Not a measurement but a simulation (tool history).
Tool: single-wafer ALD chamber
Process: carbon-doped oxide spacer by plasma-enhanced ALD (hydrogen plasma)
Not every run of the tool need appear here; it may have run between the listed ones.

run,hour,heater temperature setpoint (K),number of ALD cycles (cycles),mean film thickness on the monitor wafer (nm)
1,0,693.15,208,9.5313
2,1.9,696.15,189,8.6244
3,4,704.15,189,8.4112
4,8.2,712.15,189,8.1465
5,9.3,708.15,189,8.2764
6,11.2,715.15,189,8.0597
7,14.7,716.15,179,7.6212

Run 8, settings as shown, results not yet in. Your forecast:
8,16.3,716.15,173,?

Run 8 yielded mean film thickness on the monitor wafer (nm) 7.3715.

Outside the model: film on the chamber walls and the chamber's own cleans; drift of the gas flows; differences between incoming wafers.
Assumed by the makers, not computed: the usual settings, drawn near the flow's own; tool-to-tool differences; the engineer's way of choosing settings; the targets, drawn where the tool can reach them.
